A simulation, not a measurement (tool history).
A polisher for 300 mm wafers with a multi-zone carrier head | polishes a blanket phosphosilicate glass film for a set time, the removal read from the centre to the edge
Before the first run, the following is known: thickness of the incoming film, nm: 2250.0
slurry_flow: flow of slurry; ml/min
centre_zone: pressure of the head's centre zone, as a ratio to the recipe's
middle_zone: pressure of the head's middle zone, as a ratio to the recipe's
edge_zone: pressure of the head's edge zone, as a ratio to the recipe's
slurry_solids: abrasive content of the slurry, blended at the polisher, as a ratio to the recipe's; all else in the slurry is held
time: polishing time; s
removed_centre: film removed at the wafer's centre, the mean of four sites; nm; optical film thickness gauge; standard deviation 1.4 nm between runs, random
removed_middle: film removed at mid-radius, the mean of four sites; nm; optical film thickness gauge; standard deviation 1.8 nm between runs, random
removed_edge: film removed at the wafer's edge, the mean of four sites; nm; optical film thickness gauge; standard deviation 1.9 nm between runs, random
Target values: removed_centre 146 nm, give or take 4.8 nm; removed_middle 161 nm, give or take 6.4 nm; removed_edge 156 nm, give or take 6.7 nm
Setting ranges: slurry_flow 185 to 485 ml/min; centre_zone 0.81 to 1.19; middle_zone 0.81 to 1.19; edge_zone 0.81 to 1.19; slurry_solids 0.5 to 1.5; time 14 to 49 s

Run 1, day 0: slurry_flow 310 ml/min, centre_zone 1, middle_zone 1, edge_zone 1, slurry_solids 1, time 31 s. Result: removed_centre 175.37 nm, removed_middle 172.9 nm, removed_edge 165.82 nm.
Run 2, day 0.104: slurry_flow 310 ml/min, centre_zone 1, middle_zone 1, edge_zone 0.96, slurry_solids 1, time 31 s. Result: removed_centre 174.5 nm, removed_middle 174.8 nm, removed_edge 166.86 nm.
Run 3, day 0.15: slurry_flow 310 ml/min, centre_zone 1, middle_zone 1, edge_zone 0.96, slurry_solids 1, time 28 s. Result: removed_centre 156.29 nm, removed_middle 157.39 nm, removed_edge 152.18 nm.
Run 4, day 0.204: slurry_flow 310 ml/min, centre_zone 1, middle_zone 1, edge_zone 0.96, slurry_solids 1, time 21 s. Result: removed_centre 117.29 nm, removed_middle 118.54 nm, removed_edge 114.98 nm.
Run 5, day 0.308: slurry_flow 355 ml/min, centre_zone 1, middle_zone 1, edge_zone 0.96, slurry_solids 1, time 21 s. Result: removed_centre 117.4 nm, removed_middle 120.47 nm, removed_edge 115.29 nm.
Run 6, day 0.475: slurry_flow 355 ml/min, centre_zone 1.05, middle_zone 1, edge_zone 0.96, slurry_solids 1, time 21 s. Result: removed_centre 123.6 nm, removed_middle 121.65 nm, removed_edge 118.53 nm.
Run 7, day 0.712: slurry_flow 370 ml/min, centre_zone 1.02, middle_zone 1.01, edge_zone 1.02, slurry_solids 1.15, time 21 s. Result: removed_centre 130.68 nm, removed_middle 131.23 nm, removed_edge 123.12 nm.
Run 8, day 0.946: slurry_flow 360 ml/min, centre_zone 0.95, middle_zone 0.98, edge_zone 1.01, slurry_solids 1.25, time 23 s. Result: removed_centre 134.79 nm, removed_middle 140.17 nm, removed_edge 135.9 nm.
Run 9, day 1.242: slurry_flow 360 ml/min, centre_zone 0.92, middle_zone 0.98, edge_zone 1.01, slurry_solids 1.35, time 24 s. Result: removed_centre 138.33 nm, removed_middle 148.14 nm, removed_edge 149.37 nm.

5 next moves are on the table. One of them brings every result within its allowed miss. Which?
Run A, day 1.538: slurry_flow 325 ml/min, centre_zone 1.02, middle_zone 0.85, edge_zone 0.93, slurry_solids 1.2, time 24 s. Result: removed_centre ?, removed_middle ?, removed_edge ?.
Run B, day 1.538: slurry_flow 435 ml/min, centre_zone 1.09, middle_zone 1.07, edge_zone 0.99, slurry_solids 1.35, time 22 s. Result: removed_centre ?, removed_middle ?, removed_edge ?.
Run C, day 1.538: slurry_flow 395 ml/min, centre_zone 0.91, middle_zone 0.99, edge_zone 0.98, slurry_solids 1.4, time 25 s. Result: removed_centre ?, removed_middle ?, removed_edge ?.
Run D, day 1.538: slurry_flow 355 ml/min, centre_zone 1.03, middle_zone 0.99, edge_zone 1.03, slurry_solids 1.3, time 23 s. Result: removed_centre ?, removed_middle ?, removed_edge ?.
Run E, day 1.538: slurry_flow 325 ml/min, centre_zone 0.96, middle_zone 0.85, edge_zone 0.97, slurry_solids 1.3, time 25 s. Result: removed_centre ?, removed_middle ?, removed_edge ?.

move  removed_centre  removed_middle  removed_edge
   A           146.2             129        137.47
   B          152.96          152.43        136.24
   C          145.48          163.15        155.39
   D          146.68          145.21        141.46
   E          147.16          138.06        149.52
A: its largest miss is bigger than the last run's
B: its largest miss is bigger than the last run's
C: every result lands within tolerance
D: its largest miss is bigger than the last run's
E: its largest miss is bigger than the last run's
Move C is the one to make.
